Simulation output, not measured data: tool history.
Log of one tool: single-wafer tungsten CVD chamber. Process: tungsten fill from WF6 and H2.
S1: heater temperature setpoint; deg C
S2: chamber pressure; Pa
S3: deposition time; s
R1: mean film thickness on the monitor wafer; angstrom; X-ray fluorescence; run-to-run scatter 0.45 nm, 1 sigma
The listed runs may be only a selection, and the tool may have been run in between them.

run  hour   S1    S2    S3      R1
  1   0.0  380  5866  25.2  626.39
  2   4.4  380  5053  25.2  580.15
  3  11.6  380  4240  25.2  545.47
  4  16.3  384  4266  25.2  594.92
  5  17.4  376  4266  25.2  496.17
  6  21.6  369  4266  25.2  421.29
  7  29.8  374  4306  25.2  472.56
  8  37.5  378  4333  25.2  523.22

For run 9, what comes out?
  9  42.6  382  4360  25.2   ?

R1: 576.54 angstrom

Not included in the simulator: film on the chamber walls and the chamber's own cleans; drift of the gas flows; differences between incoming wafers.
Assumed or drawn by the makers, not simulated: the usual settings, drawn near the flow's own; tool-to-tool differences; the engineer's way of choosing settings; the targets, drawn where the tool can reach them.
